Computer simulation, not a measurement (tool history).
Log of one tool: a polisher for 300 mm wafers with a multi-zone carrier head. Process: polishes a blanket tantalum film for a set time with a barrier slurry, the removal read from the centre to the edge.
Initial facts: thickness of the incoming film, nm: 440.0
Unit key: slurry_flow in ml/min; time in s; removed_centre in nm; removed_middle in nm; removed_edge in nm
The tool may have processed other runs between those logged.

run    day  slurry_flow  centre_zone  middle_zone  edge_zone  slurry_solids  time  removed_centre  removed_middle  removed_edge
  1      0          185            1            1          1              1    37          53.718          51.891        52.607
  2  0.321          185            1            1          1            0.9    37          52.067          49.832        51.915
  3  0.608          185            1            1       1.04            0.9    37          52.805          50.986        51.459
  4  0.708          175         0.96         0.98       1.03            0.9    37          50.157          49.431         51.24
  5  0.967          175         0.96         0.98       1.03            0.9    43          58.063          57.216         59.42
  6  1.229          175         0.96         0.98       1.03            0.9    34          46.279          45.595        47.824
  7  1.412          170         0.93         0.96       1.03           0.95    34           44.93          45.631        48.342

What does the tool deliver on the next run?
  8  1.583          170         0.91         0.94       1.04              1    34               ?               ?             ?

{"run 8": {"removed_centre": 44.984, "removed_middle": 44.347, "removed_edge": 48.479}}
